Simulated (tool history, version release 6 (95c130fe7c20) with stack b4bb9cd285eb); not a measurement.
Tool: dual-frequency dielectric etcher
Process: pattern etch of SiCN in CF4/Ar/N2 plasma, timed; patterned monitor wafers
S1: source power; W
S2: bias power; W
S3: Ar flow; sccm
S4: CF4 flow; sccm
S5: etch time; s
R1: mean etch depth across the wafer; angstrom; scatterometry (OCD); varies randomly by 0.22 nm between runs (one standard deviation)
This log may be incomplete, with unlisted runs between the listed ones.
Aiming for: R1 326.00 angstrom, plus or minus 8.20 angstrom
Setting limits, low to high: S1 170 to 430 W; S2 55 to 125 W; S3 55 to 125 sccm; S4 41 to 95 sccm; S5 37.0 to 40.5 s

Run 1, hour 0.0: S1 300 W, S2 90 W, S3 90 sccm, S4 68 sccm, S5 40.5 s. Result: R1 260.14 angstrom.
Run 2, hour 3.5: S1 300 W, S2 90 W, S3 90 sccm, S4 72 sccm, S5 40.5 s. Result: R1 264.77 angstrom.
Run 3, hour 8.9: S1 320 W, S2 91 W, S3 90 sccm, S4 72 sccm, S5 40.5 s. Result: R1 278.76 angstrom.
Run 4, hour 15.2: S1 340 W, S2 92 W, S3 90 sccm, S4 72 sccm, S5 40.5 s. Result: R1 284.99 angstrom.
Run 5, hour 17.7: S1 340 W, S2 92 W, S3 90 sccm, S4 83 sccm, S5 40.5 s. Result: R1 291.42 angstrom.
Run 6, hour 22.3: S1 340 W, S2 92 W, S3 90 sccm, S4 73 sccm, S5 40.5 s. Result: R1 289.11 angstrom.
Run 7, hour 24.7: S1 360 W, S2 93 W, S3 90 sccm, S4 73 sccm, S5 40.5 s. Result: R1 303.84 angstrom.
Run 8, hour 25.5: S1 370 W, S2 93 W, S3 90 sccm, S4 73 sccm, S5 40.5 s. Result: R1 301.92 angstrom.
Run 9, hour 30.6: S1 380 W, S2 94 W, S3 90 sccm, S4 73 sccm, S5 40.5 s. Result: R1 316.04 angstrom.

Which of these 5 next moves meets every target?
Run A, hour 35.7: S1 410 W, S2 99 W, S3 97 sccm, S4 71 sccm, S5 37.5 s. Result: R1 ?.
Run B, hour 35.7: S1 320 W, S2 117 W, S3 96 sccm, S4 66 sccm, S5 40.0 s. Result: R1 ?.
Run C, hour 35.7: S1 400 W, S2 88 W, S3 94 sccm, S4 73 sccm, S5 39.5 s. Result: R1 ?.
Run D, hour 35.7: S1 370 W, S2 89 W, S3 88 sccm, S4 74 sccm, S5 40.5 s. Result: R1 ?.
Run E, hour 35.7: S1 400 W, S2 94 W, S3 89 sccm, S4 77 sccm, S5 40.5 s. Result: R1 ?.

move      R1
   A  305.84
   B  293.07
   C  305.18
   D  301.15
   E  325.34
A: misses by more than the last run did
B: misses by more than the last run did
C: misses by more than the last run did
D: misses by more than the last run did
E: meets every target
Move E is the one to make.
